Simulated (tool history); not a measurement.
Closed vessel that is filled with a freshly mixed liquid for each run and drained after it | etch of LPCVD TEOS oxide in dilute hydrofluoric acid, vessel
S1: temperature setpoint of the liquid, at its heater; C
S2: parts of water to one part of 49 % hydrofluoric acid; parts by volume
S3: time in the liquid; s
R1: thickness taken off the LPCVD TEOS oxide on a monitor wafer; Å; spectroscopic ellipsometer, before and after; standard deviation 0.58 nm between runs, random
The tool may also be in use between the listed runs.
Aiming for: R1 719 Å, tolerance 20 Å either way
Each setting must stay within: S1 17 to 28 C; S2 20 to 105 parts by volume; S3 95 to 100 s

| run | hour | S1 | S2 | S3 | R1 |
|---|---|---|---|---|---|
| 1 | 0 | 20 | 55 | 95 | 608.27 |
| 2 | 6.8 | 21.5 | 55 | 95 | 647.69 |
| 3 | 10 | 21.5 | 65 | 95 | 535.14 |
| 4 | 10.8 | 19 | 65 | 95 | 487.48 |
| 5 | 17.2 | 19 | 65 | 95 | 480.73 |
| 6 | 21.8 | 20 | 65 | 95 | 500.12 |
| 7 | 24 | 21 | 65 | 95 | 528.49 |
| 8 | 24.7 | 21 | 65 | 95 | 524.05 |
| 9 | 33.6 | 22 | 65 | 95 | 554.85 |
| 10 | 38.1 | 22.5 | 65 | 95 | 560.97 |

Which one of the following 4 next-run settings gets every result inside its allowed miss? There is exactly one.
| A | 42.6 | 23 | 50 | 100 | ? |
| B | 42.6 | 19 | 45 | 100 | ? |
| C | 42.6 | 22 | 50 | 95 | ? |
| D | 42.6 | 20.5 | 60 | 100 | ? |

| move | R1 |
|---|---|
| A | 801.77 |
| B | 757.09 |
| C | 730.61 |
| D | 594.48 |
A: moves the result that the last run missed by most past its target, out the other side
B: moves the result that the last run missed by most past its target, out the other side
C: every result lands within tolerance
D: closer than the last run, but not yet in spec
C is the move that brings every result within its allowed miss.
